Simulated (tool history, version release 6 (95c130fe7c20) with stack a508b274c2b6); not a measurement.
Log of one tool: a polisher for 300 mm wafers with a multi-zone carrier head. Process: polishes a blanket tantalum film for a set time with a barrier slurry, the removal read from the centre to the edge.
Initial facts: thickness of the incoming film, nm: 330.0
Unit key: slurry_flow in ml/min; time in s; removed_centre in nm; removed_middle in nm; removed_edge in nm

Run 1, hour 0.0: slurry_flow 185 ml/min, centre_zone 1.00, middle_zone 1.00, edge_zone 1.00, slurry_solids 1.00, time 38 s. Result: removed_centre 53.132 nm, removed_middle 52.428 nm, removed_edge 52.476 nm.
Run 2, hour 7.2: slurry_flow 195 ml/min, centre_zone 0.98, middle_zone 1.01, edge_zone 1.05, slurry_solids 1.15, time 38 s. Result: removed_centre 54.623 nm, removed_middle 55.677 nm, removed_edge 55.651 nm.
Run 3, hour 15.0: slurry_flow 195 ml/min, centre_zone 1.06, middle_zone 1.01, edge_zone 1.05, slurry_solids 1.15, time 38 s. Result: removed_centre 58.207 nm, removed_middle 55.692 nm, removed_edge 55.619 nm.
Run 4, hour 22.1: slurry_flow 200 ml/min, centre_zone 1.01, middle_zone 1.00, edge_zone 1.09, slurry_solids 1.25, time 39 s. Result: removed_centre 58.859 nm, removed_middle 57.314 nm, removed_edge 60.211 nm.
Run 5, hour 30.8: slurry_flow 200 ml/min, centre_zone 1.01, middle_zone 1.00, edge_zone 1.17, slurry_solids 1.25, time 39 s. Result: removed_centre 59.979 nm, removed_middle 57.884 nm, removed_edge 62.145 nm.
At hour 34.3: worn pad replaced by a new one.
Run 6, hour 34.3: slurry_flow 200 ml/min, centre_zone 1.01, middle_zone 1.00, edge_zone 1.19, slurry_solids 1.25, time 39 s. Result: removed_centre 63.045 nm, removed_middle 62.112 nm, removed_edge 66.970 nm.

Estimate the outcome of run 7 from the log above:
Run 7, hour 41.1: slurry_flow 195 ml/min, centre_zone 0.98, middle_zone 1.01, edge_zone 1.19, slurry_solids 1.30, time 39 s. Result: removed_centre ?, removed_middle ?, removed_edge ?.

{"run 7": {"removed_centre": 61.365, "removed_middle": 62.959, "removed_edge": 66.532}}
